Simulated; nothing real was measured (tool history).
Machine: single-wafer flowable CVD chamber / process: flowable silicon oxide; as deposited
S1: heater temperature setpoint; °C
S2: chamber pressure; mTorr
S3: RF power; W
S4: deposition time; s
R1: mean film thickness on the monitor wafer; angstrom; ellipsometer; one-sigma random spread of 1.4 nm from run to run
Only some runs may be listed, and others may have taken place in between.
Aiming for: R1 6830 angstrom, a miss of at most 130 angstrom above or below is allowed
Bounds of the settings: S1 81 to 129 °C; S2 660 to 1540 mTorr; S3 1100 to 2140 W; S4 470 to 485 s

Run 1, hour 0: S1 105 °C, S2 1100 mTorr, S3 1620 W, S4 470 s. Result: R1 3123.4 angstrom.
Run 2, hour 8.6: S1 99 °C, S2 1100 mTorr, S3 1620 W, S4 470 s. Result: R1 3809.9 angstrom.
Run 3, hour 15.6: S1 94 °C, S2 1100 mTorr, S3 1620 W, S4 470 s. Result: R1 4475.3 angstrom.
Run 4, hour 17.7: S1 94 °C, S2 1100 mTorr, S3 1755 W, S4 470 s. Result: R1 4562.4 angstrom.
Run 5, hour 25.9: S1 91 °C, S2 1100 mTorr, S3 1755 W, S4 470 s. Result: R1 5049.7 angstrom.
Run 6, hour 28.7: S1 91 °C, S2 1180 mTorr, S3 1755 W, S4 470 s. Result: R1 5369.1 angstrom.
Run 7, hour 34.7: S1 89 °C, S2 1180 mTorr, S3 1755 W, S4 470 s. Result: R1 5741.1 angstrom.
Run 8, hour 40: S1 88 °C, S2 1180 mTorr, S3 1755 W, S4 470 s. Result: R1 5912.5 angstrom.
Run 9, hour 42.1: S1 87 °C, S2 1180 mTorr, S3 1755 W, S4 470 s. Result: R1 6072.7 angstrom.
Run 10, hour 45.4: S1 86 °C, S2 1180 mTorr, S3 1755 W, S4 470 s. Result: R1 6252.8 angstrom.
Run 11, hour 52.5: S1 85 °C, S2 1180 mTorr, S3 1755 W, S4 470 s. Result: R1 6444.3 angstrom.
Run 12, hour 55.7: S1 84 °C, S2 1180 mTorr, S3 1755 W, S4 470 s. Result: R1 6636.3 angstrom.

Which one of the following 4 next-run settings gets every result inside its allowed miss? There is exactly one.
Run A, hour 58.9: S1 83 °C, S2 1150 mTorr, S3 1535 W, S4 477 s. Result: R1 ?.
Run B, hour 58.9: S1 89 °C, S2 1300 mTorr, S3 1675 W, S4 485 s. Result: R1 ?.
Run C, hour 58.9: S1 82 °C, S2 1120 mTorr, S3 1765 W, S4 483 s. Result: R1 ?.
Run D, hour 58.9: S1 85 °C, S2 1220 mTorr, S3 1605 W, S4 470 s. Result: R1 ?.

move      R1
   A  6528.7
   B  6437.2
   C    6877
   D  6502.5
A: moves away from the targets compared with the last run
B: moves away from the targets compared with the last run
C: every result lands within tolerance
D: moves away from the targets compared with the last run
The move that meets every target is C.

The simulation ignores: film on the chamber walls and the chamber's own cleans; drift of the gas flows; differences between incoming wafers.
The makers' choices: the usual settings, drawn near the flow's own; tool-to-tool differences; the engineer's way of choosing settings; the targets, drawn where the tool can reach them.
